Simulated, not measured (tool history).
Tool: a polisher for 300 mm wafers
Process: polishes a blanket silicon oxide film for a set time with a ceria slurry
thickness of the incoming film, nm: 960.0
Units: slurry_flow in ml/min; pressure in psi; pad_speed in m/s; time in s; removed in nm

run 1 hour=0 | slurry_flow=170 pressure=4.1 pad_speed=1.32 time=27 | removed=216.08
run 2 hour=1 | slurry_flow=170 pressure=4.1 pad_speed=1.14 time=27 | removed=192.47
run 3 hour=7.7 | slurry_flow=170 pressure=4 pad_speed=1.14 time=27 | removed=187.47
run 4 hour=15.6 | slurry_flow=170 pressure=4 pad_speed=1.14 time=27 | removed=188.58
run 5 hour=17.6 | slurry_flow=170 pressure=4.5 pad_speed=1.14 time=27 | removed=214.31
run 6 hour=19.1 | slurry_flow=190 pressure=4.5 pad_speed=1.14 time=27 | removed=214.31

The next listed run, before its measurement:
run 7 hour=19.7 | slurry_flow=190 pressure=4.3 pad_speed=1.14 time=27 | removed=?

Run 7 gave removed 202.67 nm.

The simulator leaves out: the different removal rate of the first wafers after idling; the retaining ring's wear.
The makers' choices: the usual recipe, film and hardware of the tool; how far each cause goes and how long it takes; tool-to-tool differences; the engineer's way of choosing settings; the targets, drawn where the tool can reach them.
